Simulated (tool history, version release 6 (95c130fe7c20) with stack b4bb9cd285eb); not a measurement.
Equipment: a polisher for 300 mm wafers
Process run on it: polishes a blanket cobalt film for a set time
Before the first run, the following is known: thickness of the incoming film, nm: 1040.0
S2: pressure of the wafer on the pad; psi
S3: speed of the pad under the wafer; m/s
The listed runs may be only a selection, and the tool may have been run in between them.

Run 1, hour 0: flow of slurry (ml/min) 195, S2 2.4 psi, S3 0.92 m/s, polishing time (s) 40. Result: film removed (nm) 196.24.
Run 2, hour 1.9: flow of slurry (ml/min) 195, S2 2.6 psi, S3 0.92 m/s, polishing time (s) 40. Result: film removed (nm) 201.66.
Run 3, hour 6.4: flow of slurry (ml/min) 195, S2 2.1 psi, S3 0.92 m/s, polishing time (s) 40. Result: film removed (nm) 174.24.
Run 4, hour 12.2: flow of slurry (ml/min) 195, S2 1.9 psi, S3 0.92 m/s, polishing time (s) 40. Result: film removed (nm) 163.66.
Run 5, hour 21: flow of slurry (ml/min) 195, S2 1.4 psi, S3 0.92 m/s, polishing time (s) 40. Result: film removed (nm) 139.22.
Run 6, hour 27.1: flow of slurry (ml/min) 195, S2 1.4 psi, S3 0.82 m/s, polishing time (s) 40. Result: film removed (nm) 120.98.
Run 7, hour 28.1: flow of slurry (ml/min) 195, S2 1.6 psi, S3 0.82 m/s, polishing time (s) 40. Result: film removed (nm) 135.68.

Forecast run 8:
Run 8, hour 30.9: flow of slurry (ml/min) 195, S2 1.8 psi, S3 0.82 m/s, polishing time (s) 40. Result: film removed (nm) ?.

film removed (nm): 141.64
